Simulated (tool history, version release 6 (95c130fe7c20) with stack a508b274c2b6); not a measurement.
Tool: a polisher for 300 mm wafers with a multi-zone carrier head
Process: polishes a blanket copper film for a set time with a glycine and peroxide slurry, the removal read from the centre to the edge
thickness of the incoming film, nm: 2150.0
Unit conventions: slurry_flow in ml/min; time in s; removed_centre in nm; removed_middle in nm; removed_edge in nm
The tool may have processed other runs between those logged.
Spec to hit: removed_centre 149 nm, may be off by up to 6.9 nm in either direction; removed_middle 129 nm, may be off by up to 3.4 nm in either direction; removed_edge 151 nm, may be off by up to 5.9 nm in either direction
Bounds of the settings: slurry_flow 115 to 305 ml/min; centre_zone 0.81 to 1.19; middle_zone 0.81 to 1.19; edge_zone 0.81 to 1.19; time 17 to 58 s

run  hour  slurry_flow  centre_zone  middle_zone  edge_zone  time  removed_centre  removed_middle  removed_edge
  1     0          195            1            1          1    37          199.43          177.71        174.26
  2   8.3          155            1            1          1    37          187.17          169.92        167.61
  3  15.3          155            1            1       1.09    37          186.37          168.62        179.65
  4  17.8          155            1         1.08       1.09    37          183.82          184.66        178.35
  5  24.6          130            1         1.08       1.09    37          178.86          174.48        173.52
  6  33.1          130         0.94         1.08       1.09    37          166.45          174.05         178.3
  7  39.5          130         0.93         1.02       1.05    36          158.94          162.99        168.02
  8  44.1          125         0.94         0.97       1.04    35           157.9          148.67        161.14
  9  50.1          120          0.9         0.87          1    33           141.4           126.9        144.46

Which of these 5 next moves meets every target?
  A  56.1          170         0.92         0.86       1.06    31               ?               ?             ?
  B  56.1          125            1         0.81       0.97    33               ?               ?             ?
  C  56.1          115         0.82         0.84       1.06    34               ?               ?             ?
  D  56.1          115         0.83         0.89       1.04    33               ?               ?             ?
  E  56.1          115         0.83         0.82       1.05    34               ?               ?             ?

move  removed_centre  removed_middle  removed_edge
   A          145.91          128.93        149.61
   B          157.03          122.55        145.84
   C          129.55          127.47        154.54
   D          127.32          129.75        148.49
   E          131.11          124.98        153.86
A: every result lands within tolerance
B: the worst result of the last run now meets its target, but another is out of spec
C: the worst result of the last run now meets its target, but another is out of spec
D: the worst result of the last run now meets its target, but another is out of spec
E: the worst result of the last run now meets its target, but another is out of spec
Move A is the one to make.
